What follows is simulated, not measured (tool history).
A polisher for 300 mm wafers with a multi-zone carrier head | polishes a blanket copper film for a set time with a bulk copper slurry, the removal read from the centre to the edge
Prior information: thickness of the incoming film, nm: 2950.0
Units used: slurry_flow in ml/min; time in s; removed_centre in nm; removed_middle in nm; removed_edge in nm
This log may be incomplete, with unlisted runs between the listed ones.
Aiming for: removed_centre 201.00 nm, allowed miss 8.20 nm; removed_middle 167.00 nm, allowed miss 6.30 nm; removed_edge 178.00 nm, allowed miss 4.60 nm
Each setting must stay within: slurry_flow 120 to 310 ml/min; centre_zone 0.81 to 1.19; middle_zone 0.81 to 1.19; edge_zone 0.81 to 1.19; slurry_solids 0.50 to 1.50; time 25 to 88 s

Run 1, hour 0.0: slurry_flow 200 ml/min, centre_zone 1.00, middle_zone 1.00, edge_zone 1.00, slurry_solids 1.00, time 56 s. Result: removed_centre 266.12 nm, removed_middle 278.03 nm, removed_edge 274.88 nm.
Run 2, hour 7.7: slurry_flow 200 ml/min, centre_zone 1.00, middle_zone 1.00, edge_zone 1.00, slurry_solids 1.00, time 65 s. Result: removed_centre 303.49 nm, removed_middle 326.28 nm, removed_edge 320.77 nm.
Run 3, hour 10.4: slurry_flow 200 ml/min, centre_zone 1.01, middle_zone 0.98, edge_zone 0.98, slurry_solids 0.90, time 61 s. Result: removed_centre 288.73 nm, removed_middle 298.50 nm, removed_edge 296.18 nm.
Run 4, hour 11.9: slurry_flow 200 ml/min, centre_zone 1.01, middle_zone 0.98, edge_zone 0.98, slurry_solids 0.90, time 66 s. Result: removed_centre 309.26 nm, removed_middle 323.14 nm, removed_edge 321.71 nm.
Run 5, hour 13.0: slurry_flow 200 ml/min, centre_zone 1.02, middle_zone 0.96, edge_zone 0.97, slurry_solids 0.85, time 61 s. Result: removed_centre 286.54 nm, removed_middle 294.13 nm, removed_edge 291.17 nm.
Run 6, hour 20.2: slurry_flow 200 ml/min, centre_zone 1.02, middle_zone 0.96, edge_zone 0.97, slurry_solids 0.70, time 61 s. Result: removed_centre 275.31 nm, removed_middle 277.69 nm, removed_edge 284.52 nm.
Run 7, hour 27.9: slurry_flow 190 ml/min, centre_zone 1.12, middle_zone 0.87, edge_zone 0.87, slurry_solids 0.50, time 45 s. Result: removed_centre 206.25 nm, removed_middle 183.12 nm, removed_edge 187.94 nm.
Run 8, hour 28.9: slurry_flow 185 ml/min, centre_zone 1.12, middle_zone 0.86, edge_zone 0.86, slurry_solids 0.50, time 45 s. Result: removed_centre 206.33 nm, removed_middle 182.38 nm, removed_edge 185.27 nm.
Run 9, hour 34.3: slurry_flow 180 ml/min, centre_zone 1.12, middle_zone 0.85, edge_zone 0.86, slurry_solids 0.50, time 45 s. Result: removed_centre 206.23 nm, removed_middle 177.24 nm, removed_edge 186.00 nm.
Run 10, hour 41.7: slurry_flow 175 ml/min, centre_zone 1.12, middle_zone 0.85, edge_zone 0.85, slurry_solids 0.50, time 45 s. Result: removed_centre 207.68 nm, removed_middle 175.54 nm, removed_edge 185.79 nm.

Which of these 5 next moves meets every target?
Run A, hour 49.1: slurry_flow 210 ml/min, centre_zone 0.97, middle_zone 0.86, edge_zone 0.91, slurry_solids 0.55, time 43 s. Result: removed_centre ?, removed_middle ?, removed_edge ?.
Run B, hour 49.1: slurry_flow 170 ml/min, centre_zone 1.15, middle_zone 0.95, edge_zone 0.81, slurry_solids 0.50, time 44 s. Result: removed_centre ?, removed_middle ?, removed_edge ?.
Run C, hour 49.1: slurry_flow 180 ml/min, centre_zone 1.01, middle_zone 0.94, edge_zone 0.93, slurry_solids 0.50, time 44 s. Result: removed_centre ?, removed_middle ?, removed_edge ?.
Run D, hour 49.1: slurry_flow 120 ml/min, centre_zone 1.16, middle_zone 0.85, edge_zone 0.81, slurry_solids 0.80, time 43 s. Result: removed_centre ?, removed_middle ?, removed_edge ?.
Run E, hour 49.1: slurry_flow 210 ml/min, centre_zone 1.05, middle_zone 0.98, edge_zone 1.00, slurry_solids 0.50, time 42 s. Result: removed_centre ?, removed_middle ?, removed_edge ?.

move  removed_centre  removed_middle  removed_edge
   A          179.83          176.83        187.53
   B          204.91          184.04        177.15
   C          183.21          184.73        186.73
   D          198.46          165.66        176.60
   E          186.72          186.19        186.16
A: misses by more than the last run did
B: brings the result that was furthest off to its target, and leaves another outside
C: misses by more than the last run did
D: meets every target
E: misses by more than the last run did
Go with D: it meets all targets.
